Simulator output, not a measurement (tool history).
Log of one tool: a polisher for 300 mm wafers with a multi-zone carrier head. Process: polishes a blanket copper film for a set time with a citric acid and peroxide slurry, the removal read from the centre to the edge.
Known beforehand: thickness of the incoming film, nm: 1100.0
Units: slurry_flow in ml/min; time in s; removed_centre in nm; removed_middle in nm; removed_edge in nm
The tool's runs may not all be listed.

run,hour,slurry_flow,centre_zone,middle_zone,edge_zone,slurry_solids,time,removed_centre,removed_middle,removed_edge
1,0,225,1,1,1,1,68,96.897,99.702,97.371
2,3,225,1.08,1,1,1,68,104.12,99.529,96.951
3,6.6,200,1.08,1,1,1,68,102.19,96.355,97.337
4,15.1,215,1.06,0.97,0.97,0.85,58,82.686,80.267,78.844
5,17,270,1.06,0.97,0.97,0.85,58,85.867,80.855,79.683
6,25.7,270,1.06,1.01,0.97,0.85,58,86.609,84.779,80.898
7,30.9,270,1.05,0.97,0.94,0.75,51,74.143,69.62,69.073

For run 8, what comes out?
8,39.2,275,1.04,0.97,0.91,0.7,46,?,?,?

removed_centre: 65.681 nm
removed_middle: 62.982 nm
removed_edge: 59.732 nm
